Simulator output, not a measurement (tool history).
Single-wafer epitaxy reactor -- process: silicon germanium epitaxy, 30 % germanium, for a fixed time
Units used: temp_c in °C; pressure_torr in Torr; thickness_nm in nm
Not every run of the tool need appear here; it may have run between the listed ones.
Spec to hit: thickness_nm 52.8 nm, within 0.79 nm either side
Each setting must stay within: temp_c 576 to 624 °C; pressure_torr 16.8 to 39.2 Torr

{"run": 1, "hour": 0.0, "temp_c": 600, "pressure_torr": 28, "thickness_nm": 72.035}
{"run": 2, "hour": 1.5, "temp_c": 597, "pressure_torr": 27.9, "thickness_nm": 67.549}
{"run": 3, "hour": 5.7, "temp_c": 588, "pressure_torr": 27.9, "thickness_nm": 56.368}
{"run": 4, "hour": 10.7, "temp_c": 588, "pressure_torr": 30.7, "thickness_nm": 58.335}
{"run": 5, "hour": 15.7, "temp_c": 598, "pressure_torr": 30.7, "thickness_nm": 71.065}
{"run": 6, "hour": 22.1, "temp_c": 595, "pressure_torr": 30.6, "thickness_nm": 67.217}
{"run": 7, "hour": 28.2, "temp_c": 593, "pressure_torr": 30.6, "thickness_nm": 64.698}
{"run": 8, "hour": 33.5, "temp_c": 591, "pressure_torr": 30.6, "thickness_nm": 61.287}
{"run": 9, "hour": 38.5, "temp_c": 591, "pressure_torr": 30.6, "thickness_nm": 61.484}
{"run": 10, "hour": 40.2, "temp_c": 590, "pressure_torr": 30.6, "thickness_nm": 60.721}
{"run": 11, "hour": 43.6, "temp_c": 581, "pressure_torr": 30.4, "thickness_nm": 50.207}
{"run": 12, "hour": 47.2, "temp_c": 582, "pressure_torr": 30.4, "thickness_nm": 51.23}

Consider the 4 candidate settings below. Which is the only one whose results all fall within their allowed miss of target?
{"run": "A", "hour": 50.8, "temp_c": 582, "pressure_torr": 29.8, "thickness_nm": "?"}
{"run": "B", "hour": 50.8, "temp_c": 582, "pressure_torr": 30.8, "thickness_nm": "?"}
{"run": "C", "hour": 50.8, "temp_c": 583, "pressure_torr": 31.2, "thickness_nm": "?"}
{"run": "D", "hour": 50.8, "temp_c": 583, "pressure_torr": 35.4, "thickness_nm": "?"}

move=A thickness_nm=50.496
move=B thickness_nm=51.104
move=C thickness_nm=52.449
move=D thickness_nm=54.928
A: moves away from the targets compared with the last run
B: moves away from the targets compared with the last run
C: in spec on every target
D: takes the biggest miss from the last run beyond its target
C meets every target.

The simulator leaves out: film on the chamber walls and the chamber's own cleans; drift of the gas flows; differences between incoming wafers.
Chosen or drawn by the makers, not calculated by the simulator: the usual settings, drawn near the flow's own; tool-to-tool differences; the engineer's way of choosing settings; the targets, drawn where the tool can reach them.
